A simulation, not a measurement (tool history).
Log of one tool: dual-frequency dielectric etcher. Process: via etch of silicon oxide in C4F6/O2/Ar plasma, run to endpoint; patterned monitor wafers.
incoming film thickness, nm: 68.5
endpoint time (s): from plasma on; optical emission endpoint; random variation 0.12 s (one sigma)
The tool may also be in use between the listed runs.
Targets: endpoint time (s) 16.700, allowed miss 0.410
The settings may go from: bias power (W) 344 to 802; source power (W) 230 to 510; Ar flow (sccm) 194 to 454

run  hour  bias power (W)  source power (W)  Ar flow (sccm)  endpoint time (s)
  1   0.0             573               370             324             15.768
  2   4.0             561               370             325             15.460
  3  12.1             561               370             303             15.627
  4  15.3             629               370             303             14.740
     15.9  -- wet clean of the chamber
  5  15.9             629               370             360             14.360
  6  23.4             603               370             359             14.783
  7  30.7             582               370             358             15.008
  8  33.6             562               370             357             15.114
  9  39.9             541               370             356             15.578
 10  47.4             528               370             356             15.487
 11  51.6             512               370             355             16.002
 12  52.2             504               370             355             16.245
 13  55.6             499               370             355             16.055
 14  58.0             491               370             355             16.128

Which of these 5 next moves meets every target?
  A  60.4             407               360             330                  ?
  B  60.4             421               340             358                  ?
  C  60.4             579               280             386                  ?
  D  60.4             429               330             305                  ?
  E  60.4             378               400             299                  ?

move  endpoint time (s)
   A             17.931
   B             18.133
   C             16.709
   D             17.858
   E             17.753
A: takes the result that was furthest off past its target
B: takes the result that was furthest off past its target
C: meets every target
D: takes the result that was furthest off past its target
E: takes the result that was furthest off past its target
The right move is C.
